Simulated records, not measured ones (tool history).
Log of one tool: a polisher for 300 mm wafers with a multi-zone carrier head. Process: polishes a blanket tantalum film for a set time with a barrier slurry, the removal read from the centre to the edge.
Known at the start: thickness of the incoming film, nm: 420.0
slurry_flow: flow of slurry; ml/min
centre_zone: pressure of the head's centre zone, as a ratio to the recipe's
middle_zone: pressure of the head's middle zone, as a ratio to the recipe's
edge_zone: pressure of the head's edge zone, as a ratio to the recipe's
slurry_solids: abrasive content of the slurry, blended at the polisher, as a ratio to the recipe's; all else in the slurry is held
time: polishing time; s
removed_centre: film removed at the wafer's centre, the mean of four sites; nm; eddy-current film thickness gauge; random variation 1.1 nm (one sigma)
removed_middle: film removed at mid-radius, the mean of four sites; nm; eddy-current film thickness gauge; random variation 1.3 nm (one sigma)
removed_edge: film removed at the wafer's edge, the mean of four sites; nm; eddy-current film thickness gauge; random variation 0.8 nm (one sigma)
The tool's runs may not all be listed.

{"run": 1, "hour": 0.0, "slurry_flow": 175, "centre_zone": 1.0, "middle_zone": 1.0, "edge_zone": 1.0, "slurry_solids": 1.0, "time": 81, "removed_centre": 111.74, "removed_middle": 118.01, "removed_edge": 119.64}
{"run": 2, "hour": 8.1, "slurry_flow": 175, "centre_zone": 1.0, "middle_zone": 1.0, "edge_zone": 1.0, "slurry_solids": 1.0, "time": 71, "removed_centre": 97.162, "removed_middle": 102.95, "removed_edge": 102.18}
{"run": 3, "hour": 14.8, "slurry_flow": 175, "centre_zone": 1.0, "middle_zone": 1.0, "edge_zone": 1.0, "slurry_solids": 1.2, "time": 71, "removed_centre": 102.04, "removed_middle": 109.34, "removed_edge": 109.27}
{"run": 4, "hour": 17.8, "slurry_flow": 175, "centre_zone": 1.0, "middle_zone": 1.0, "edge_zone": 1.0, "slurry_solids": 1.2, "time": 90, "removed_centre": 130.28, "removed_middle": 141.04, "removed_edge": 138.43}
{"run": 5, "hour": 21.2, "slurry_flow": 175, "centre_zone": 1.0, "middle_zone": 1.0, "edge_zone": 0.96, "slurry_solids": 1.2, "time": 90, "removed_centre": 131.02, "removed_middle": 144.96, "removed_edge": 137.08}
{"run": 6, "hour": 26.4, "slurry_flow": 175, "centre_zone": 1.0, "middle_zone": 1.03, "edge_zone": 0.96, "slurry_solids": 1.2, "time": 90, "removed_centre": 129.41, "removed_middle": 146.49, "removed_edge": 137.9}
{"hour": 29.8, "done": "centre zone pressure recalibrated"}
{"run": 7, "hour": 29.8, "slurry_flow": 170, "centre_zone": 0.97, "middle_zone": 1.02, "edge_zone": 0.95, "slurry_solids": 1.05, "time": 89, "removed_centre": 126.78, "removed_middle": 134.88, "removed_edge": 127.43}
{"run": 8, "hour": 33.0, "slurry_flow": 180, "centre_zone": 0.96, "middle_zone": 1.05, "edge_zone": 0.99, "slurry_solids": 1.0, "time": 85, "removed_centre": 118.01, "removed_middle": 130.61, "removed_edge": 124.18}

The next listed run, before its measurement:
{"run": 9, "hour": 36.5, "slurry_flow": 175, "centre_zone": 0.93, "middle_zone": 1.07, "edge_zone": 1.02, "slurry_solids": 0.95, "time": 82, "removed_centre": "?", "removed_middle": "?", "removed_edge": "?"}

Run 9 gave removed_centre 107.460 nm, removed_middle 122.66 nm, removed_edge 118.37 nm.
